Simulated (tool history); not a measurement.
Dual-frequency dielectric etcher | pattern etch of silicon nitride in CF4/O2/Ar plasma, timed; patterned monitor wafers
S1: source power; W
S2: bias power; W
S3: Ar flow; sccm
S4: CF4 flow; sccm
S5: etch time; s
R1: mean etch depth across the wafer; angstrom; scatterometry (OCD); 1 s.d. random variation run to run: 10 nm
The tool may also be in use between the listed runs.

run    day   S1  S2  S3   S4   S5     R1
  1  0.000  700  54  91  106  511  14521
  2  0.367  700  54  91  106  533  15368
  3  0.479  700  54  91  106  533  15239
  4  0.788  730  54  91  106  533  15916
  5  0.983  730  54  98  106  533  15718
  6  1.225  730  49  98  106  533  15105

What will run 7 give?
  7  1.408  760  49  98  106  533   ?

Run 7 came out at R1 15644 angstrom.
